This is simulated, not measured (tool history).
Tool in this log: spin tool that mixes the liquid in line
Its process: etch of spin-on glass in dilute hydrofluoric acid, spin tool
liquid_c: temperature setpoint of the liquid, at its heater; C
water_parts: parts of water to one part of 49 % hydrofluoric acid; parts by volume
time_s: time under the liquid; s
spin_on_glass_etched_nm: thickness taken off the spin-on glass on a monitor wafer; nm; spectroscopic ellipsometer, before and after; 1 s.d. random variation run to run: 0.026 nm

run 1 hour=0.0 | liquid_c=25.0 water_parts=190 time_s=20 | spin_on_glass_etched_nm=4.6410
run 2 hour=4.6 | liquid_c=24.0 water_parts=190 time_s=20 | spin_on_glass_etched_nm=4.5077
run 3 hour=13.2 | liquid_c=24.0 water_parts=190 time_s=20 | spin_on_glass_etched_nm=4.4670
run 4 hour=20.5 | liquid_c=24.0 water_parts=245 time_s=20 | spin_on_glass_etched_nm=3.3124
run 5 hour=26.6 | liquid_c=22.5 water_parts=245 time_s=20 | spin_on_glass_etched_nm=3.1387
run 6 hour=28.1 | liquid_c=25.0 water_parts=245 time_s=20 | spin_on_glass_etched_nm=3.4128
run 7 hour=36.6 | liquid_c=25.5 water_parts=245 time_s=20 | spin_on_glass_etched_nm=3.4664
run 8 hour=45.3 | liquid_c=25.5 water_parts=245 time_s=20 | spin_on_glass_etched_nm=3.4447

Forecast run 9:
run 9 hour=48.3 | liquid_c=26.0 water_parts=245 time_s=20 | spin_on_glass_etched_nm=?

{"run 9": {"spin_on_glass_etched_nm": 3.5267}}
